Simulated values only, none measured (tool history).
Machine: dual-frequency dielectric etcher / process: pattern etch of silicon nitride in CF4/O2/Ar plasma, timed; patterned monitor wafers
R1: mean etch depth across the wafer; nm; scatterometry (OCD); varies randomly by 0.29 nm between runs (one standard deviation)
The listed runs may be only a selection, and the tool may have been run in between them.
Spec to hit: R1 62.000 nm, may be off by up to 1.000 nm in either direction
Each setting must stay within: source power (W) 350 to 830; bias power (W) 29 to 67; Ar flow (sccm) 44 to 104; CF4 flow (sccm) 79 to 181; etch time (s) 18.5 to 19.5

{"run": 1, "hour": 0.0, "source power (W)": 590, "bias power (W)": 48, "Ar flow (sccm)": 74, "CF4 flow (sccm)": 130, "etch time (s)": 18.5, "R1": 47.407}
{"run": 2, "hour": 2.8, "source power (W)": 590, "bias power (W)": 44, "Ar flow (sccm)": 74, "CF4 flow (sccm)": 130, "etch time (s)": 18.5, "R1": 45.957}
{"run": 3, "hour": 9.0, "source power (W)": 590, "bias power (W)": 44, "Ar flow (sccm)": 79, "CF4 flow (sccm)": 130, "etch time (s)": 18.5, "R1": 46.004}
{"run": 4, "hour": 12.1, "source power (W)": 590, "bias power (W)": 49, "Ar flow (sccm)": 79, "CF4 flow (sccm)": 130, "etch time (s)": 18.5, "R1": 47.35}
{"run": 5, "hour": 17.8, "source power (W)": 640, "bias power (W)": 49, "Ar flow (sccm)": 79, "CF4 flow (sccm)": 130, "etch time (s)": 18.5, "R1": 50.76}
{"run": 6, "hour": 19.8, "source power (W)": 640, "bias power (W)": 49, "Ar flow (sccm)": 79, "CF4 flow (sccm)": 130, "etch time (s)": 18.5, "R1": 50.781}
{"run": 7, "hour": 26.6, "source power (W)": 680, "bias power (W)": 49, "Ar flow (sccm)": 79, "CF4 flow (sccm)": 130, "etch time (s)": 18.5, "R1": 53.635}
{"run": 8, "hour": 32.2, "source power (W)": 710, "bias power (W)": 49, "Ar flow (sccm)": 79, "CF4 flow (sccm)": 130, "etch time (s)": 18.5, "R1": 55.561}
{"run": 9, "hour": 33.7, "source power (W)": 730, "bias power (W)": 49, "Ar flow (sccm)": 79, "CF4 flow (sccm)": 130, "etch time (s)": 18.5, "R1": 57.259}
{"run": 10, "hour": 42.0, "source power (W)": 750, "bias power (W)": 49, "Ar flow (sccm)": 79, "CF4 flow (sccm)": 130, "etch time (s)": 18.5, "R1": 58.684}
{"run": 11, "hour": 43.7, "source power (W)": 760, "bias power (W)": 49, "Ar flow (sccm)": 79, "CF4 flow (sccm)": 130, "etch time (s)": 18.5, "R1": 59.491}
{"run": 12, "hour": 52.7, "source power (W)": 770, "bias power (W)": 49, "Ar flow (sccm)": 79, "CF4 flow (sccm)": 130, "etch time (s)": 18.5, "R1": 59.822}
{"run": 13, "hour": 55.0, "source power (W)": 780, "bias power (W)": 49, "Ar flow (sccm)": 79, "CF4 flow (sccm)": 130, "etch time (s)": 18.5, "R1": 60.635}

Below are 5 possible settings for the next run. Only one of them brings all results inside the allowed miss of their targets. Which is it?
{"run": "A", "hour": 57.3, "source power (W)": 760, "bias power (W)": 51, "Ar flow (sccm)": 85, "CF4 flow (sccm)": 128, "etch time (s)": 18.5, "R1": "?"}
{"run": "B", "hour": 57.3, "source power (W)": 710, "bias power (W)": 55, "Ar flow (sccm)": 90, "CF4 flow (sccm)": 135, "etch time (s)": 19.0, "R1": "?"}
{"run": "C", "hour": 57.3, "source power (W)": 750, "bias power (W)": 46, "Ar flow (sccm)": 89, "CF4 flow (sccm)": 138, "etch time (s)": 18.5, "R1": "?"}
{"run": "D", "hour": 57.3, "source power (W)": 770, "bias power (W)": 41, "Ar flow (sccm)": 71, "CF4 flow (sccm)": 109, "etch time (s)": 19.0, "R1": "?"}
{"run": "E", "hour": 57.3, "source power (W)": 810, "bias power (W)": 46, "Ar flow (sccm)": 74, "CF4 flow (sccm)": 131, "etch time (s)": 18.5, "R1": "?"}

move=A R1=60.046
move=B R1=59.567
move=C R1=57.334
move=D R1=58.303
move=E R1=62.693
A: the biggest miss grows against the last run
B: the biggest miss grows against the last run
C: the biggest miss grows against the last run
D: the biggest miss grows against the last run
E: all results land within tolerance of their targets
E meets every target.
